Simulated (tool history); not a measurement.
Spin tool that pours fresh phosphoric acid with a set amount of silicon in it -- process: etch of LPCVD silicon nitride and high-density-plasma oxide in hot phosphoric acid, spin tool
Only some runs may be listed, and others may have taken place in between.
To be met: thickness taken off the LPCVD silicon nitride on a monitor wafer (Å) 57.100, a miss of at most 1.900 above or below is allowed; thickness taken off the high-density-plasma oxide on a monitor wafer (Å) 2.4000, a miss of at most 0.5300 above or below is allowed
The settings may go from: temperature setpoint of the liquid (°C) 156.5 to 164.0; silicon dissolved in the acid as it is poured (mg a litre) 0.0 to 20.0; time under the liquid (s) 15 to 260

run	hour	temperature setpoint of the liquid (°C)	silicon dissolved in the acid as it is poured (mg a litre)	time under the liquid (s)	thickness taken off the LPCVD silicon nitride on a monitor wafer (Å)	thickness taken off the high-density-plasma oxide on a monitor wafer (Å)
1	0.0	159.0	9.0	130	107.110	5.1487
2	4.4	158.5	9.5	120	96.586	4.2049
3	6.1	158.0	9.5	120	95.101	4.5239
4	9.8	158.0	4.5	120	96.113	5.1855
5	15.5	158.0	2.5	120	95.593	4.7522
6	17.1	159.0	2.5	120	99.295	5.5583
7	19.7	156.5	6.0	55	41.292	2.0485
8	27.6	157.0	7.5	55	42.352	1.8684
9	28.5	157.5	7.5	55	43.093	1.9109
10	35.5	158.0	7.5	55	43.530	1.9480
11	38.7	158.5	7.5	55	44.223	2.0417
12	46.7	159.0	8.0	55	45.201	2.0954
13	50.0	159.5	9.0	55	46.187	2.0922
14	53.4	160.0	9.5	55	47.975	2.1751
15	55.6	160.5	10.0	55	47.750	2.2360
16	59.7	160.5	11.0	55	46.859	1.9978
17	67.8	161.0	11.0	55	47.811	2.3736
# hour 74.7: thermometer replaced
18	74.7	161.0	11.5	60	50.426	2.1534

Which of these 5 next moves meets every target?
A	81.6	161.5	2.0	70	?	?
B	81.6	158.5	20.0	80	?	?
C	81.6	161.5	1.0	55	?	?
D	81.6	159.0	4.0	60	?	?
E	81.6	160.0	12.0	70	?	?

move	thickness taken off the LPCVD silicon nitride on a monitor wafer (Å)	thickness taken off the high-density-plasma oxide on a monitor wafer (Å)
A	60.203	3.5680
B	62.208	2.1561
C	47.302	2.8563
D	47.451	2.4458
E	57.255	2.5913
A: carries the result that was furthest off beyond its target, to the other side
B: carries the result that was furthest off beyond its target, to the other side
C: the biggest miss grows against the last run
D: the biggest miss grows against the last run
E: in spec on every target
Go with E: it meets all targets.

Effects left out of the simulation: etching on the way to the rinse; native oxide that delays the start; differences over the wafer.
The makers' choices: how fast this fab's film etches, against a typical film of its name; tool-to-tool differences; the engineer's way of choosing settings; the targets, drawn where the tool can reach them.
